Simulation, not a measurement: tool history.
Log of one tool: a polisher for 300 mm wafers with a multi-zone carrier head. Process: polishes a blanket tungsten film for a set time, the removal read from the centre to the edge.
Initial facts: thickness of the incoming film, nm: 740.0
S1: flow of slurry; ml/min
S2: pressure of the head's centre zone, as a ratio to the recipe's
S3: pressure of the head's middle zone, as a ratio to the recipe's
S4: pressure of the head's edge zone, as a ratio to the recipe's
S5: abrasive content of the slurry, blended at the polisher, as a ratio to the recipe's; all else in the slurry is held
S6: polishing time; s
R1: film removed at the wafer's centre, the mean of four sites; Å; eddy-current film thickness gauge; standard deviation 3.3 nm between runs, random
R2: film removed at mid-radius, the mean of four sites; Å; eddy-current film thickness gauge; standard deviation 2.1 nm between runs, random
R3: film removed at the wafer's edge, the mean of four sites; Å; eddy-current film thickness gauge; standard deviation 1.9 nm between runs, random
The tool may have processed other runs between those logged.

run	hour	S1	S2	S3	S4	S5	S6	R1	R2	R3
1	0.0	265	1.00	1.00	1.00	1.00	49	2969.8	3045.4	3015.4
2	3.4	265	1.01	0.98	0.98	0.95	48	2874.5	2854.9	2836.7
3	4.6	265	1.01	0.98	0.98	0.95	43	2607.3	2655.2	2601.7
4	5.4	260	1.02	0.96	0.97	0.90	43	2614.3	2539.4	2528.0
5	14.0	260	1.02	0.96	0.97	0.90	35	2091.0	2058.3	2072.6
6	16.1	260	1.03	0.95	0.97	0.90	35	2166.5	2031.1	2045.1

Estimate the outcome of run 7 from the log above:
7	18.4	260	1.03	0.95	0.98	0.90	35	?	?	?

Run 7 came out at R1 2157.8 Å, R2 2029.3 Å, R3 2060.4 Å.
